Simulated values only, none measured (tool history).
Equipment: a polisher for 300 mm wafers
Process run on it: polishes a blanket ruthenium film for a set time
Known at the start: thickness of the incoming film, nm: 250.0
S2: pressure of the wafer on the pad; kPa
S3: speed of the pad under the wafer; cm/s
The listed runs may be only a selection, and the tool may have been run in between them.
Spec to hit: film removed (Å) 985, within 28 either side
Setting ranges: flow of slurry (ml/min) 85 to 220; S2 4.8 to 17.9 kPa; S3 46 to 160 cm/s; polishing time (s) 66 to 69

run 1 hour=0 | flow_of_slurry_(ml/min)=140 S2=11 S3=102 polishing_time_(s)=66 | film_removed_(Å)=685.8
run 2 hour=5.8 | flow_of_slurry_(ml/min)=150 S2=12.4 S3=102 polishing_time_(s)=66 | film_removed_(Å)=761.95
run 3 hour=14.3 | flow_of_slurry_(ml/min)=150 S2=12.4 S3=102 polishing_time_(s)=69 | film_removed_(Å)=810.82
run 4 hour=23 | flow_of_slurry_(ml/min)=150 S2=10.3 S3=102 polishing_time_(s)=69 | film_removed_(Å)=675.78
run 5 hour=25.9 | flow_of_slurry_(ml/min)=150 S2=10.3 S3=116 polishing_time_(s)=69 | film_removed_(Å)=767.82
run 6 hour=30.4 | flow_of_slurry_(ml/min)=150 S2=9 S3=116 polishing_time_(s)=69 | film_removed_(Å)=667.29
run 7 hour=38.8 | flow_of_slurry_(ml/min)=150 S2=10.3 S3=116 polishing_time_(s)=69 | film_removed_(Å)=748.5
run 8 hour=42.4 | flow_of_slurry_(ml/min)=150 S2=11 S3=116 polishing_time_(s)=69 | film_removed_(Å)=812.59
run 9 hour=49.6 | flow_of_slurry_(ml/min)=150 S2=11.7 S3=116 polishing_time_(s)=69 | film_removed_(Å)=838.59
run 10 hour=57.6 | flow_of_slurry_(ml/min)=150 S2=11.7 S3=116 polishing_time_(s)=69 | film_removed_(Å)=854.27

5 candidate next runs follow, results not yet known. Just one meets every target within its allowed miss. Identify it.
run A hour=65.6 | flow_of_slurry_(ml/min)=120 S2=15.9 S3=116 polishing_time_(s)=68 | film_removed_(Å)=?
run B hour=65.6 | flow_of_slurry_(ml/min)=155 S2=12.4 S3=104 polishing_time_(s)=66 | film_removed_(Å)=?
run C hour=65.6 | flow_of_slurry_(ml/min)=150 S2=13.1 S3=128 polishing_time_(s)=66 | film_removed_(Å)=?
run D hour=65.6 | flow_of_slurry_(ml/min)=155 S2=13.1 S3=132 polishing_time_(s)=68 | film_removed_(Å)=?
run E hour=65.6 | flow_of_slurry_(ml/min)=160 S2=11 S3=112 polishing_time_(s)=67 | film_removed_(Å)=?

move=A film_removed_(Å)=1064.5
move=B film_removed_(Å)=787.16
move=C film_removed_(Å)=989.08
move=D film_removed_(Å)=1054
move=E film_removed_(Å)=769.24
A: pushes the last run's worst result past its target
B: the biggest miss grows against the last run
C: hits every target within its allowed miss
D: pushes the last run's worst result past its target
E: the biggest miss grows against the last run
Answer: C
